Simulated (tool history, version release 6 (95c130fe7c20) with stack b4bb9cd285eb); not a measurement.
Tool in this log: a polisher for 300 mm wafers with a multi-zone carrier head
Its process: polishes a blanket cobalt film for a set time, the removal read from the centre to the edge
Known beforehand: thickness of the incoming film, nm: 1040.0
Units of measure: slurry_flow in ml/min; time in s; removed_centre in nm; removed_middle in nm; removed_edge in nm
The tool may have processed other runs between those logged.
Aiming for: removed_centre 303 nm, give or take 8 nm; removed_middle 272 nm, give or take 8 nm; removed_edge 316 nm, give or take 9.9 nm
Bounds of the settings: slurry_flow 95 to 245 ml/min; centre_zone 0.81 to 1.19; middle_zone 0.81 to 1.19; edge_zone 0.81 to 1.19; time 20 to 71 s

run  hour  slurry_flow  centre_zone  middle_zone  edge_zone  time  removed_centre  removed_middle  removed_edge
  1     0          155            1            1          1    45           240.6          246.48        244.14
  2   0.9          160            1         0.99       1.02    46          246.66           250.7        253.56
  3   4.1          160         0.95         0.99       1.02    46          236.64          251.41        253.59
  4   7.9          165         0.96         0.98       1.04    46          237.61          249.62        254.93
  5  15.2          130         0.96         0.98       1.04    46          227.07          244.73        246.31
  6  17.8          165         0.96         0.98       1.04    46          239.24          251.76        254.41
  7    24          170         0.97         0.96       1.05    47          251.04          258.35        260.97
  8  26.3          170         0.97         0.96       1.05    47           248.6           254.3         258.5
  9  35.2          170         0.97         0.94       1.07    48          254.76          255.74        268.35
 10  40.6          175         0.97         0.93       1.08    49          263.45          263.63        277.43
 11  49.5          180         0.97         0.92       1.09    49          260.43          262.33        280.22
 12  55.1          185         0.98         0.91        1.1    49          266.86          261.45        283.82
 13    64          190         0.99         0.91       1.11    49          268.05          263.32        289.67

Exercise: of the 4 proposed moves below, exactly one satisfies all targets within the stated allowed misses. Which move is it?
  A  72.9          185         1.07         0.84       1.19    51               ?               ?             ?
  B  72.9          175         1.02         0.84       1.12    54               ?               ?             ?
  C  72.9          175         1.05          0.9       1.06    52               ?               ?             ?
  D  72.9          200         1.08         0.86       1.18    52               ?               ?             ?

move  removed_centre  removed_middle  removed_edge
   A          300.45          260.26        307.63
   B          300.18          273.26        313.97
   C          297.73          274.72        294.17
   D          313.29          272.38        314.94
A: brings the last run's worst result on target, with another outside its allowed miss
B: each result inside its tolerance
C: brings the last run's worst result on target, with another outside its allowed miss
D: moves the result that the last run missed by most past its target, out the other side
Move B is the one to make.
